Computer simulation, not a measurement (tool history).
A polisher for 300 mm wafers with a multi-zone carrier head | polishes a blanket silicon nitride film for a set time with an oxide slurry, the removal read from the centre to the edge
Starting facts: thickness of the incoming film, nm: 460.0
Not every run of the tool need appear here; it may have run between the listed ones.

run	day	flow of slurry (ml/min)	pressure of the head's centre zone	pressure of the head's middle zone	pressure of the head's edge zone	abrasive content of the slurry	polishing time (s)	film removed at the wafer's centre (nm)	film removed at mid-radius (nm)	film removed at the wafer's edge (nm)
1	0.000	135	1.00	1.00	1.00	1.00	57	19.716	18.529	18.673
2	0.342	135	1.00	0.95	1.00	1.00	57	20.065	17.672	18.772
3	0.433	135	1.00	1.03	1.00	1.00	57	20.529	19.047	18.272
4	0.521	130	1.01	1.01	0.99	0.90	56	18.770	17.120	17.344
5	0.858	130	1.01	1.01	0.93	0.90	56	19.360	17.626	16.911
6	0.958	130	1.07	1.01	0.93	0.90	56	19.991	17.687	16.963
# day 0.979: centre zone pressure recalibrated
7	0.979	130	1.08	1.00	0.92	0.85	55	19.013	16.646	16.365

What does the tool deliver on the next run?
8	1.183	130	1.09	0.99	0.91	0.80	55	?	?	?

film removed at the wafer's centre (nm): 18.007
film removed at mid-radius (nm): 15.934
film removed at the wafer's edge (nm): 15.688
